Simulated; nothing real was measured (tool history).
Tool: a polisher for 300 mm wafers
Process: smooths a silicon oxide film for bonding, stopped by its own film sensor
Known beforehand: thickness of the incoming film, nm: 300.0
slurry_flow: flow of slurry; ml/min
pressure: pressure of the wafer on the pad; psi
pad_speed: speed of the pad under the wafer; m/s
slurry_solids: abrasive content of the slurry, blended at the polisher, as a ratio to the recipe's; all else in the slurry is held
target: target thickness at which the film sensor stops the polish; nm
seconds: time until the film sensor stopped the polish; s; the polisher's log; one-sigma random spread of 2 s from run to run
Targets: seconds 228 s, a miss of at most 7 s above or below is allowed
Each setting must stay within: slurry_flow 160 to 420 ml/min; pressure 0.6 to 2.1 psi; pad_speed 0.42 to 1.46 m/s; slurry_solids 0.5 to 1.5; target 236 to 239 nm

run,hour,slurry_flow,pressure,pad_speed,slurry_solids,target,seconds
1,0,270,1.3,0.94,1,239,155.82
2,2.8,270,1.3,0.94,1,239,154.14
3,6.5,270,1.3,1.06,1,239,142.02
4,8.5,270,1.2,1.06,1,239,154.64
5,17.1,270,1.2,1.06,1,239,154.21
6,25.8,270,1.1,1.06,1,239,166.29
7,29.4,270,1,1.06,1,239,176.83
8,33.7,270,0.9,1.06,1,239,193.09
9,34.8,265,0.8,1.06,1,239,216.3
10,36.1,260,0.8,1.06,1,239,210.23
11,43.8,260,0.7,1.06,1,239,234.14
12,47.6,265,0.7,1.06,1,239,238.81
13,50.9,265,0.8,1.06,1,239,217.28
14,53,265,0.7,1.06,1,239,238.28

Below are 4 possible settings for the next run. Only one of them brings all results inside the allowed miss of their targets. Which is it?
A,55.1,235,0.7,0.98,1.15,236,?
B,55.1,295,0.6,1.16,0.95,239,?
C,55.1,325,0.7,1.06,0.95,236,?
D,55.1,285,0.7,1.14,0.95,239,?

move,seconds
A,246.23
B,255.83
C,251.66
D,231.42
A: misses by more than the last run did
B: misses by more than the last run did
C: misses by more than the last run did
D: all results in spec
Go with D: it meets all targets.

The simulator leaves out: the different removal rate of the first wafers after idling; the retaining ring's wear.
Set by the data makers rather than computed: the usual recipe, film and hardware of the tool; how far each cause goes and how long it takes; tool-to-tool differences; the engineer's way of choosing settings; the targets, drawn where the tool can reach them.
